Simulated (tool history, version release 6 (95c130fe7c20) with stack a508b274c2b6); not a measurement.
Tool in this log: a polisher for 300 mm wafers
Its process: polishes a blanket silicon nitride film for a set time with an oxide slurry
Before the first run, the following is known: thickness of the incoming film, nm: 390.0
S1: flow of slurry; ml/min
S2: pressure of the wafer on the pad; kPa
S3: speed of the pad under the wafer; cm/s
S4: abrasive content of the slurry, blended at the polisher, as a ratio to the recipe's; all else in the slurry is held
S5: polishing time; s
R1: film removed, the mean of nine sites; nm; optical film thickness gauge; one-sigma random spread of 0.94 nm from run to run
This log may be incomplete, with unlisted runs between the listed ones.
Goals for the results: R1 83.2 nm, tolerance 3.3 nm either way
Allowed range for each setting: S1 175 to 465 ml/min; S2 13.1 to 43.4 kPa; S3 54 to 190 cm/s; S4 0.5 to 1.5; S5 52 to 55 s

| run | hour | S1 | S2 | S3 | S4 | S5 | R1 |
|---|---|---|---|---|---|---|---|
| 1 | 0 | 295 | 28.3 | 122 | 1 | 52 | 49.469 |
| 2 | 6.7 | 295 | 28.3 | 122 | 0.85 | 52 | 43.757 |
| 3 | 14.7 | 295 | 28.3 | 122 | 0.85 | 55 | 46.919 |
| 4 | 21.9 | 295 | 32.4 | 124 | 0.85 | 55 | 52.175 |
| 5 | 28.2 | 295 | 35.2 | 132 | 0.85 | 55 | 59.05 |
| 6 | 29.5 | 295 | 37.2 | 138 | 0.85 | 55 | 62.959 |
| 7 | 36.3 | 295 | 38.6 | 144 | 0.85 | 55 | 67.191 |
| 8 | 44.7 | 295 | 43.4 | 156 | 0.85 | 55 | 77.715 |
| 9 | 46.3 | 295 | 43.4 | 156 | 0.85 | 55 | 79.559 |
| 10 | 47.4 | 295 | 43.4 | 158 | 0.85 | 55 | 79.592 |

4 candidate next runs follow, results not yet known. Just one meets every target within its allowed miss. Identify it.
| A | 48.5 | 380 | 42.7 | 140 | 0.95 | 52 | ? |
| B | 48.5 | 320 | 42.1 | 178 | 0.75 | 52 | ? |
| C | 48.5 | 345 | 43.4 | 190 | 0.8 | 52 | ? |
| D | 48.5 | 340 | 42.7 | 156 | 0.85 | 53 | ? |

| move | R1 |
|---|---|
| A | 74.814 |
| B | 73.583 |
| C | 84.327 |
| D | 76.139 |
A: further off than the last run
B: further off than the last run
C: meets every target
D: further off than the last run
Go with C: it meets all targets.
